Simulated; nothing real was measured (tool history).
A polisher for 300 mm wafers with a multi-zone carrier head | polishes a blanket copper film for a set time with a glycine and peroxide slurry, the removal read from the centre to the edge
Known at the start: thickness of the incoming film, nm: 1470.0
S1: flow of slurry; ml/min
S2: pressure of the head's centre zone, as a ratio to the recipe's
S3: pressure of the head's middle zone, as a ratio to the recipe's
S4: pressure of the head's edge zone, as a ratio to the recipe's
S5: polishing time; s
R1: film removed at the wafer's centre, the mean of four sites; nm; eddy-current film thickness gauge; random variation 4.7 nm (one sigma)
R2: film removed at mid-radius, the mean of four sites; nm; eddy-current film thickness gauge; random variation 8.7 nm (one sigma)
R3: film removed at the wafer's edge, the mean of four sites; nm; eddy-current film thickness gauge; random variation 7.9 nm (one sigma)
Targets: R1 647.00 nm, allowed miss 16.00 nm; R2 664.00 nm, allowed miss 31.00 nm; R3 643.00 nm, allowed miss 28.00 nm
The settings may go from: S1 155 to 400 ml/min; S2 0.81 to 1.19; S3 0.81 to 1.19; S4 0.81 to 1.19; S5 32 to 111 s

Run 1, day 0.000: S1 255 ml/min, S2 1.00, S3 1.00, S4 1.00, S5 71 s. Result: R1 490.41 nm, R2 494.75 nm, R3 488.02 nm.
Run 2, day 0.350: S1 195 ml/min, S2 1.00, S3 1.00, S4 1.00, S5 71 s. Result: R1 491.84 nm, R2 486.90 nm, R3 471.32 nm.
Run 3, day 0.421: S1 195 ml/min, S2 1.00, S3 1.00, S4 1.00, S5 59 s. Result: R1 406.78 nm, R2 406.12 nm, R3 397.74 nm.
Run 4, day 0.558: S1 195 ml/min, S2 1.00, S3 1.00, S4 0.97, S5 59 s. Result: R1 403.78 nm, R2 396.18 nm, R3 380.12 nm.
Run 5, day 0.688: S1 205 ml/min, S2 1.03, S3 1.02, S4 1.01, S5 62 s. Result: R1 437.61 nm, R2 417.03 nm, R3 417.23 nm.
Run 6, day 0.712: S1 205 ml/min, S2 1.03, S3 1.06, S4 1.01, S5 62 s. Result: R1 440.38 nm, R2 432.97 nm, R3 414.37 nm.
Run 7, day 0.971: S1 215 ml/min, S2 1.03, S3 1.08, S4 1.03, S5 66 s. Result: R1 467.69 nm, R2 492.45 nm, R3 447.13 nm.
Run 8, day 1.254: S1 230 ml/min, S2 1.05, S3 1.09, S4 1.06, S5 68 s. Result: R1 496.57 nm, R2 503.65 nm, R3 466.19 nm.
Run 9, day 1.475: S1 240 ml/min, S2 1.05, S3 1.09, S4 1.08, S5 71 s. Result: R1 513.90 nm, R2 528.04 nm, R3 489.05 nm.
Run 10, day 1.504: S1 250 ml/min, S2 1.05, S3 1.09, S4 1.10, S5 73 s. Result: R1 532.22 nm, R2 548.65 nm, R3 514.98 nm.

4 next moves are on the table. One of them brings every result within its allowed miss. Which?
Run A, day 1.533: S1 285 ml/min, S2 1.00, S3 1.03, S4 1.06, S5 92 s. Result: R1 ?, R2 ?, R3 ?.
Run B, day 1.533: S1 265 ml/min, S2 1.02, S3 1.14, S4 1.09, S5 61 s. Result: R1 ?, R2 ?, R3 ?.
Run C, day 1.533: S1 330 ml/min, S2 1.10, S3 1.00, S4 1.15, S5 84 s. Result: R1 ?, R2 ?, R3 ?.
Run D, day 1.533: S1 215 ml/min, S2 1.13, S3 1.19, S4 1.01, S5 55 s. Result: R1 ?, R2 ?, R3 ?.

move      R1      R2      R3
   A  648.30  668.71  647.67
   B  436.47  481.09  433.21
   C  658.43  600.87  621.12
   D  429.47  443.43  371.78
A: meets every target
B: further off than the last run
C: brings the result that was furthest off to its target, and leaves another outside
D: further off than the last run
The right move is A.
